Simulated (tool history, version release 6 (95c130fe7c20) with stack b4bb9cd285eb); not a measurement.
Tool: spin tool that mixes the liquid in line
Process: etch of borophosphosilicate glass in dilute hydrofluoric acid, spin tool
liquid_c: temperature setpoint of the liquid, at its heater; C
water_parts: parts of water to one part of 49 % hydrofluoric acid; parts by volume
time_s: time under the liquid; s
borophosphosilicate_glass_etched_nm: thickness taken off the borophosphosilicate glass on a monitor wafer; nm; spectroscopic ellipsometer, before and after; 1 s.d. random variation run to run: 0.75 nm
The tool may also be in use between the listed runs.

| run | hour | liquid_c | water_parts | time_s | borophosphosilicate_glass_etched_nm |
|---|---|---|---|---|---|
| 1 | 0 | 25 | 185 | 100 | 38.675 |
| 2 | 1.9 | 25 | 185 | 100 | 38.849 |
| 3 | 10.7 | 25 | 185 | 100 | 38.064 |
| 4 | 14 | 25 | 160 | 100 | 45.912 |
| 5 | 19 | 23.5 | 160 | 100 | 43.594 |
| 6 | 25.2 | 24.5 | 150 | 100 | 48.521 |
| 7 | 27.7 | 25.5 | 140 | 100 | 55.103 |
| 8 | 28.6 | 26.5 | 135 | 100 | 58.809 |
| 9 | 32.8 | 27.5 | 130 | 100 | 64.7 |
| 10 | 34.9 | 28 | 125 | 100 | 68.787 |
| 11 | 38.1 | 28.5 | 120 | 100 | 74.083 |
| 12 | 44.5 | 29 | 115 | 100 | 78.509 |

Predict the results of run 13:
| 13 | 46.4 | 29.5 | 110 | 100 | ? |

{"run 13": {"borophosphosilicate_glass_etched_nm": 83.816}}

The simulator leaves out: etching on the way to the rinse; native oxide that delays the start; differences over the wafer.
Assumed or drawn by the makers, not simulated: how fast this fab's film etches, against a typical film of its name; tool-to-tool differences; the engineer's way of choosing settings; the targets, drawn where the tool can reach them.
